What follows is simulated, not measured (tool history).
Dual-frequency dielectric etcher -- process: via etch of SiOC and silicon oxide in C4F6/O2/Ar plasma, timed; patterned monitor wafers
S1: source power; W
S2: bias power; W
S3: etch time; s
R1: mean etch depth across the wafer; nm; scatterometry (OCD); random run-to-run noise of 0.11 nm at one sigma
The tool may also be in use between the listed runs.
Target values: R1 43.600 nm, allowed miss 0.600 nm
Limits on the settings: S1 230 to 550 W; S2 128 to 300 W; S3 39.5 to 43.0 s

{"run": 1, "hour": 0.0, "S1": 390, "S2": 214, "S3": 43.0, "R1": 47.332}
{"run": 2, "hour": 5.1, "S1": 370, "S2": 213, "S3": 43.0, "R1": 45.99}
{"run": 3, "hour": 6.4, "S1": 400, "S2": 213, "S3": 43.0, "R1": 47.806}
{"run": 4, "hour": 12.7, "S1": 460, "S2": 213, "S3": 43.0, "R1": 51.241}
{"run": 5, "hour": 18.6, "S1": 420, "S2": 211, "S3": 43.0, "R1": 48.771}
{"run": 6, "hour": 24.8, "S1": 390, "S2": 210, "S3": 43.0, "R1": 46.977}
{"run": 7, "hour": 31.7, "S1": 320, "S2": 206, "S3": 43.0, "R1": 42.098}
{"run": 8, "hour": 40.6, "S1": 330, "S2": 206, "S3": 43.0, "R1": 42.619}

4 next moves are on the table. One of them brings every result within its allowed miss. Which?
{"run": "A", "hour": 49.5, "S1": 310, "S2": 214, "S3": 43.0, "R1": "?"}
{"run": "B", "hour": 49.5, "S1": 300, "S2": 265, "S3": 39.5, "R1": "?"}
{"run": "C", "hour": 49.5, "S1": 320, "S2": 209, "S3": 41.5, "R1": "?"}
{"run": "D", "hour": 49.5, "S1": 400, "S2": 180, "S3": 42.5, "R1": "?"}

move=A R1=41.917
move=B R1=41.763
move=C R1=40.699
move=D R1=43.636
A: lands further from the targets than the last run did
B: lands further from the targets than the last run did
C: lands further from the targets than the last run did
D: all results land within tolerance of their targets
D is the move that brings every result within its allowed miss.

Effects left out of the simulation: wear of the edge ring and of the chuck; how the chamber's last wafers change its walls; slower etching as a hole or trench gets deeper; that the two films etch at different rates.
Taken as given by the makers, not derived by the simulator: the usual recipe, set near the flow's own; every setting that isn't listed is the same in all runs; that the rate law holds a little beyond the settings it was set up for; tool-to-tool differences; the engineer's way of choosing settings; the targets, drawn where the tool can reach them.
